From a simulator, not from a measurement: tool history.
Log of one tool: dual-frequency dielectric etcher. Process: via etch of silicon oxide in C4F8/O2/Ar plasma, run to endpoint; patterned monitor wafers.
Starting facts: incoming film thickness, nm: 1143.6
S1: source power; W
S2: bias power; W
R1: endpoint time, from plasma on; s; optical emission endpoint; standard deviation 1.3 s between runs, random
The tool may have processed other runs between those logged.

{"run": 1, "hour": 0.0, "S1": 2380, "S2": 2600, "R1": 190.09}
{"run": 2, "hour": 4.4, "S1": 2670, "S2": 2600, "R1": 183.11}
{"run": 3, "hour": 9.6, "S1": 2500, "S2": 2600, "R1": 186.98}
{"run": 4, "hour": 17.2, "S1": 2220, "S2": 2600, "R1": 196.93}
{"run": 5, "hour": 17.7, "S1": 2470, "S2": 2600, "R1": 187.95}
{"run": 6, "hour": 25.0, "S1": 2550, "S2": 2635, "R1": 182.28}
{"run": 7, "hour": 25.9, "S1": 2600, "S2": 2650, "R1": 180.13}
{"run": 8, "hour": 26.4, "S1": 2640, "S2": 2662, "R1": 179.9}
{"hour": 28.6, "done": "source power generator calibrated"}
{"run": 9, "hour": 28.6, "S1": 2690, "S2": 2678, "R1": 180.53}
{"run": 10, "hour": 37.3, "S1": 2750, "S2": 2710, "R1": 175.92}
{"run": 11, "hour": 40.0, "S1": 2750, "S2": 2710, "R1": 179.08}
{"run": 12, "hour": 44.5, "S1": 2810, "S2": 2745, "R1": 177.35}
{"run": 13, "hour": 52.2, "S1": 2870, "S2": 2774, "R1": 172.64}
{"run": 14, "hour": 56.7, "S1": 2900, "S2": 2788, "R1": 167.85}
{"run": 15, "hour": 58.5, "S1": 2910, "S2": 2791, "R1": 169.49}
{"run": 16, "hour": 66.5, "S1": 2930, "S2": 2798, "R1": 172.78}

For run 17, what comes out?
{"run": 17, "hour": 72.1, "S1": 3240, "S2": 2967, "R1": "?"}

Run 17 came out at R1 155.96 s.
